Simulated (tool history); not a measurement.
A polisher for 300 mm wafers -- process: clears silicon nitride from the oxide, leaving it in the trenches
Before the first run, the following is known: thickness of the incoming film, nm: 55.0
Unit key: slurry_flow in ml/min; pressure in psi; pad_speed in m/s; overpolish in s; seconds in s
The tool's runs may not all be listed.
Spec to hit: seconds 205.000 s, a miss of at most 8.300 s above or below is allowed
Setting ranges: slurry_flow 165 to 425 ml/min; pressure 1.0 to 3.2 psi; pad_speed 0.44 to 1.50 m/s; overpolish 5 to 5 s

run,hour,slurry_flow,pressure,pad_speed,overpolish,seconds
1,0.0,275,2.1,0.96,5,97.373
2,3.6,235,2.1,0.96,5,98.845
3,5.7,235,1.9,0.92,5,108.530
4,8.8,235,1.9,0.70,5,140.160
5,15.3,235,1.7,0.70,5,149.930
6,21.5,235,1.6,0.68,5,158.280
7,22.8,235,1.5,0.66,5,174.510
8,27.4,235,1.4,0.66,5,182.320

Pick the move, out of 5, that brings all results within their allowed miss; only one does.
A,32.0,225,1.3,0.72,5,?
B,32.0,275,1.1,0.86,5,?
C,32.0,250,1.3,0.52,5,?
D,32.0,165,1.5,0.56,5,?
E,32.0,230,1.1,0.60,5,?

move,seconds
A,178.760
B,168.440
C,227.600
D,206.080
E,229.290
A: moves away from the targets compared with the last run
B: moves away from the targets compared with the last run
C: carries the result that was furthest off beyond its target, to the other side
D: in spec on every target
E: carries the result that was furthest off beyond its target, to the other side
Go with D: it meets all targets.
